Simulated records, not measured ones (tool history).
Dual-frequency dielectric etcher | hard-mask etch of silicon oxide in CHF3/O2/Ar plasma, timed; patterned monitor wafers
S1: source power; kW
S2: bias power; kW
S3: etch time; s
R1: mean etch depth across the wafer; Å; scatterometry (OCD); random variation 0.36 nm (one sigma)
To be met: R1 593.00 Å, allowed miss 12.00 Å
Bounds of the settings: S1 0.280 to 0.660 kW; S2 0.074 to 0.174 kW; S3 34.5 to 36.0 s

run,hour,S1,S2,S3,R1
1,0.0,0.470,0.124,34.5,527.21
2,3.0,0.470,0.132,34.5,546.38
3,5.4,0.470,0.132,36.0,572.09
4,13.2,0.470,0.132,36.0,570.63
5,16.5,0.470,0.132,34.5,542.25
6,21.1,0.470,0.132,34.5,540.39
7,26.1,0.500,0.134,34.5,556.26
8,28.0,0.520,0.136,34.5,573.43
9,30.8,0.530,0.137,34.5,579.14

Which of these 4 next moves meets every target?
A,33.6,0.530,0.130,36.0,?
B,33.6,0.510,0.137,34.5,?
C,33.6,0.540,0.152,35.5,?
D,33.6,0.610,0.123,36.0,?

move,R1
A,592.00
B,569.63
C,623.21
D,613.76
A: meets every target
B: further off than the last run
C: takes the result that was furthest off past its target
D: takes the result that was furthest off past its target
Move A is the one to make.
